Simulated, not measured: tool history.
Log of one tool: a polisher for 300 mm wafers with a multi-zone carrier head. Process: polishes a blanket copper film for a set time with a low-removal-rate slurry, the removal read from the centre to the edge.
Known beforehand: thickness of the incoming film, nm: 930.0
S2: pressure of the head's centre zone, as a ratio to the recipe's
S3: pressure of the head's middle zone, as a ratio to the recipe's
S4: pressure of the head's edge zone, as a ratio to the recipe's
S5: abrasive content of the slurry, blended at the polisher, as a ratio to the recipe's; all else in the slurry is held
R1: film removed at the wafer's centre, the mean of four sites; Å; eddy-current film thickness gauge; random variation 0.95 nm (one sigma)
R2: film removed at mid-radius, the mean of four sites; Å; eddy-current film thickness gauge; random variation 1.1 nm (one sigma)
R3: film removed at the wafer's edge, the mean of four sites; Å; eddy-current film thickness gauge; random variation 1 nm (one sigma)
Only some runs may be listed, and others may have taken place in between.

Run 1, hour 0.0: flow of slurry (ml/min) 150, S2 1.00, S3 1.00, S4 1.00, S5 1.00, polishing time (s) 74. Result: R1 1547.2 Å, R2 1555.2 Å, R3 1621.7 Å.
Run 2, hour 0.7: flow of slurry (ml/min) 140, S2 0.97, S3 0.99, S4 0.96, S5 0.90, polishing time (s) 74. Result: R1 1455.7 Å, R2 1505.7 Å, R3 1550.2 Å.
Run 3, hour 1.5: flow of slurry (ml/min) 140, S2 1.03, S3 0.99, S4 0.96, S5 0.90, polishing time (s) 74. Result: R1 1537.1 Å, R2 1479.1 Å, R3 1544.5 Å.
Run 4, hour 7.9: flow of slurry (ml/min) 170, S2 1.03, S3 0.99, S4 0.96, S5 0.90, polishing time (s) 74. Result: R1 1618.1 Å, R2 1534.2 Å, R3 1602.1 Å.
Run 5, hour 13.4: flow of slurry (ml/min) 170, S2 1.03, S3 0.99, S4 0.96, S5 1.05, polishing time (s) 74. Result: R1 1678.0 Å, R2 1603.9 Å, R3 1674.7 Å.
Run 6, hour 20.6: flow of slurry (ml/min) 140, S2 1.03, S3 0.99, S4 0.96, S5 1.05, polishing time (s) 74. Result: R1 1592.7 Å, R2 1524.0 Å, R3 1598.0 Å.
Run 7, hour 27.9: flow of slurry (ml/min) 130, S2 1.00, S3 0.98, S4 0.94, S5 0.95, polishing time (s) 74. Result: R1 1517.2 Å, R2 1446.7 Å, R3 1561.8 Å.
Run 8, hour 36.3: flow of slurry (ml/min) 125, S2 0.98, S3 0.99, S4 0.93, S5 0.85, polishing time (s) 73. Result: R1 1402.5 Å, R2 1423.6 Å, R3 1470.3 Å.
Run 9, hour 38.2: flow of slurry (ml/min) 125, S2 0.98, S3 0.99, S4 0.93, S5 0.85, polishing time (s) 73. Result: R1 1409.4 Å, R2 1409.4 Å, R3 1460.1 Å.
Run 10, hour 46.1: flow of slurry (ml/min) 120, S2 0.96, S3 0.99, S4 0.91, S5 0.80, polishing time (s) 73. Result: R1 1347.3 Å, R2 1386.5 Å, R3 1430.7 Å.
Run 11, hour 53.4: flow of slurry (ml/min) 115, S2 0.95, S3 0.99, S4 0.89, S5 0.75, polishing time (s) 73. Result: R1 1290.6 Å, R2 1341.6 Å, R3 1386.9 Å.
Run 12, hour 60.5: flow of slurry (ml/min) 110, S2 0.94, S3 1.00, S4 0.87, S5 0.75, polishing time (s) 73. Result: R1 1252.2 Å, R2 1365.7 Å, R3 1370.8 Å.
Run 13, hour 63.0: flow of slurry (ml/min) 110, S2 0.94, S3 1.00, S4 0.87, S5 0.75, polishing time (s) 73. Result: R1 1255.7 Å, R2 1349.9 Å, R3 1366.6 Å.
Run 14, hour 63.9: flow of slurry (ml/min) 105, S2 0.94, S3 1.00, S4 0.86, S5 0.75, polishing time (s) 73. Result: R1 1256.4 Å, R2 1327.3 Å, R3 1337.7 Å.

Expected results for the next run?
Run 15, hour 66.7: flow of slurry (ml/min) 90, S2 0.90, S3 1.00, S4 0.84, S5 0.75, polishing time (s) 73. Result: R1 ?, R2 ?, R3 ?.

R1: 1144.5 Å
R2: 1275.0 Å
R3: 1288.8 Å
